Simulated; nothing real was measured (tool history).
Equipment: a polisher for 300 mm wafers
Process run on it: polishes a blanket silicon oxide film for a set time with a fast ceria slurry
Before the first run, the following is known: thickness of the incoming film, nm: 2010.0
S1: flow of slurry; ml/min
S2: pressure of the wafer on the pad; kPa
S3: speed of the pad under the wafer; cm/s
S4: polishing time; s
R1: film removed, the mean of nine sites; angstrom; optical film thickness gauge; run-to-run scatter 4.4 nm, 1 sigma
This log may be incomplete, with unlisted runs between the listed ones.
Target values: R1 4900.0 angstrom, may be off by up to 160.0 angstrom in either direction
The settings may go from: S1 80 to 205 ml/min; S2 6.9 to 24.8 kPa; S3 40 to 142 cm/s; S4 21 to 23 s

run,day,S1,S2,S3,S4,R1
1,0.000,135,15.9,90,23,3178.6
2,0.062,110,15.9,90,23,3093.9
3,0.204,115,17.9,90,23,3436.7
4,0.396,115,17.9,90,21,3198.3
5,0.646,115,17.9,108,21,3748.1
6,0.800,115,17.9,108,23,4170.3
7,1.004,125,18.6,108,23,4337.3
8,1.308,135,19.3,108,23,4648.2
9,1.488,140,19.3,108,23,4621.3
10,1.567,145,19.3,108,23,4640.4
# day 1.733: head pressure recalibrated
11,1.733,150,19.3,108,23,4195.7
12,1.925,135,19.3,108,23,4221.6
13,2.250,135,20.7,108,23,4415.5

Exercise: of the 5 proposed moves below, exactly one satisfies all targets within the stated allowed misses. Which move is it?
A,2.575,165,20.0,108,21,?
B,2.575,120,20.0,124,23,?
C,2.575,130,20.7,104,21,?
D,2.575,135,16.5,130,21,?
E,2.575,135,20.7,110,22,?

move,R1
A,4147.3
B,4922.9
C,3972.1
D,4001.1
E,4424.8
A: misses by more than the last run did
B: all results in spec
C: misses by more than the last run did
D: misses by more than the last run did
E: about the same distance from the targets as the last run
Go with B: it meets all targets.

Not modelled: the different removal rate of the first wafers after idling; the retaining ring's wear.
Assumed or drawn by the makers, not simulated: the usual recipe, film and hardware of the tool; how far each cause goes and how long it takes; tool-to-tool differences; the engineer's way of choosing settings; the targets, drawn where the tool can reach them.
